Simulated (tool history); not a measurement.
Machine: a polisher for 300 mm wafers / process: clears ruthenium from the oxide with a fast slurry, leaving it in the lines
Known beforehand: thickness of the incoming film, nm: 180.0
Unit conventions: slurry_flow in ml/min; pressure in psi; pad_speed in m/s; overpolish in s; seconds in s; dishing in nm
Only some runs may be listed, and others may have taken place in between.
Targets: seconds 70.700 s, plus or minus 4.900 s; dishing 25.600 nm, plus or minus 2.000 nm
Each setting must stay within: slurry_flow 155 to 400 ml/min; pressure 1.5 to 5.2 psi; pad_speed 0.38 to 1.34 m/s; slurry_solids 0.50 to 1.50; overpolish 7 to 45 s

Run 1, day 0.000: slurry_flow 255 ml/min, pressure 3.3 psi, pad_speed 0.86 m/s, slurry_solids 1.00, overpolish 23 s. Result: seconds 47.677 s, dishing 59.957 nm.
Run 2, day 0.246: slurry_flow 255 ml/min, pressure 3.1 psi, pad_speed 0.84 m/s, slurry_solids 1.00, overpolish 20 s. Result: seconds 51.449 s, dishing 50.189 nm.
Run 3, day 0.442: slurry_flow 255 ml/min, pressure 3.1 psi, pad_speed 0.84 m/s, slurry_solids 0.90, overpolish 20 s. Result: seconds 53.859 s, dishing 46.311 nm.
Run 4, day 0.746: slurry_flow 255 ml/min, pressure 3.0 psi, pad_speed 0.84 m/s, slurry_solids 0.85, overpolish 18 s. Result: seconds 59.845 s, dishing 39.832 nm.
Run 5, day 1.012: slurry_flow 255 ml/min, pressure 2.9 psi, pad_speed 0.84 m/s, slurry_solids 0.85, overpolish 16 s. Result: seconds 61.220 s, dishing 38.433 nm.
Run 6, day 1.212: slurry_flow 225 ml/min, pressure 2.9 psi, pad_speed 0.84 m/s, slurry_solids 0.85, overpolish 16 s. Result: seconds 61.058 s, dishing 37.428 nm.
Run 7, day 1.525: slurry_flow 225 ml/min, pressure 2.9 psi, pad_speed 0.84 m/s, slurry_solids 0.85, overpolish 16 s. Result: seconds 62.290 s, dishing 35.313 nm.
Run 8, day 1.658: slurry_flow 220 ml/min, pressure 2.9 psi, pad_speed 0.84 m/s, slurry_solids 0.85, overpolish 15 s. Result: seconds 63.318 s, dishing 34.794 nm.
Run 9, day 1.988: slurry_flow 220 ml/min, pressure 2.9 psi, pad_speed 0.84 m/s, slurry_solids 0.85, overpolish 14 s. Result: seconds 63.129 s, dishing 31.093 nm.
At day 2.358: worn pad replaced by a new one.
Run 10, day 2.358: slurry_flow 220 ml/min, pressure 2.5 psi, pad_speed 0.82 m/s, slurry_solids 0.85, overpolish 10 s. Result: seconds 64.387 s, dishing 23.268 nm.

Pick the move, out of 5, that brings all results within their allowed miss; only one does.
Run A, day 2.729: slurry_flow 220 ml/min, pressure 2.5 psi, pad_speed 0.96 m/s, slurry_solids 0.80, overpolish 10 s. Result: seconds ?, dishing ?.
Run B, day 2.729: slurry_flow 185 ml/min, pressure 2.2 psi, pad_speed 1.02 m/s, slurry_solids 0.75, overpolish 9 s. Result: seconds ?, dishing ?.
Run C, day 2.729: slurry_flow 205 ml/min, pressure 1.7 psi, pad_speed 0.94 m/s, slurry_solids 1.10, overpolish 9 s. Result: seconds ?, dishing ?.
Run D, day 2.729: slurry_flow 225 ml/min, pressure 2.0 psi, pad_speed 0.98 m/s, slurry_solids 0.85, overpolish 12 s. Result: seconds ?, dishing ?.
Run E, day 2.729: slurry_flow 210 ml/min, pressure 2.4 psi, pad_speed 1.00 m/s, slurry_solids 0.85, overpolish 8 s. Result: seconds ?, dishing ?.

move  seconds  dishing
   A   60.135   24.883
   B   69.552   19.862
   C   70.148   19.708
   D   68.871   25.930
   E   57.215   21.308
A: lands further from the targets than the last run did
B: brings the last run's worst result on target, with another outside its allowed miss
C: brings the last run's worst result on target, with another outside its allowed miss
D: all results land within tolerance of their targets
E: lands further from the targets than the last run did
So the answer is move D, the one that meets all the targets.

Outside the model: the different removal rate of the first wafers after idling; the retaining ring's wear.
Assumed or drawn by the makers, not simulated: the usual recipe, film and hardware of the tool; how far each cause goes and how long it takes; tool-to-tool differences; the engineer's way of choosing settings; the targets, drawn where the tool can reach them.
